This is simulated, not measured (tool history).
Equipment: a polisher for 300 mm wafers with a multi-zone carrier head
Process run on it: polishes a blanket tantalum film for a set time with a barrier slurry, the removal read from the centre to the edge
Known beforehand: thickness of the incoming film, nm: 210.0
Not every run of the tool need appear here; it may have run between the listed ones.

| run | hour | flow of slurry (ml/min) | pressure of the head's centre zone | pressure of the head's middle zone | pressure of the head's edge zone | abrasive content of the slurry | polishing time (s) | film removed at the wafer's centre (Å) | film removed at mid-radius (Å) | film removed at the wafer's edge (Å) |
|---|---|---|---|---|---|---|---|---|---|---|
| 1 | 0 | 275 | 1 | 1 | 1 | 1 | 50 | 798.82 | 786.21 | 781.73 |
| 2 | 5.6 | 275 | 1 | 1 | 1 | 1.15 | 50 | 849.12 | 833.61 | 831.14 |
| 3 | 7.9 | 275 | 1 | 1 | 1 | 1.35 | 50 | 897.94 | 893.22 | 862.48 |
| 4 | 9.4 | 275 | 1.08 | 1 | 1 | 1.35 | 50 | 914.37 | 881.36 | 868.14 |
| 5 | 12.9 | 345 | 1.08 | 1 | 1 | 1.35 | 50 | 961.58 | 878.37 | 879.89 |
| 6 | 17.3 | 345 | 1.08 | 1.03 | 1 | 1.35 | 50 | 960.98 | 923.3 | 883.85 |
| 7 | 18.6 | 335 | 1.05 | 1 | 0.97 | 1.15 | 49 | 865.85 | 812.6 | 809.42 |

Run 8 is up next; what results do you expect?
| 8 | 19.4 | 315 | 0.99 | 0.93 | 0.87 | 0.9 | 47 | ? | ? | ? |

{"run 8": {"film removed at the wafer's centre (Å)": 710.23, "film removed at mid-radius (Å)": 683.82, "film removed at the wafer's edge (Å)": 662.22}}

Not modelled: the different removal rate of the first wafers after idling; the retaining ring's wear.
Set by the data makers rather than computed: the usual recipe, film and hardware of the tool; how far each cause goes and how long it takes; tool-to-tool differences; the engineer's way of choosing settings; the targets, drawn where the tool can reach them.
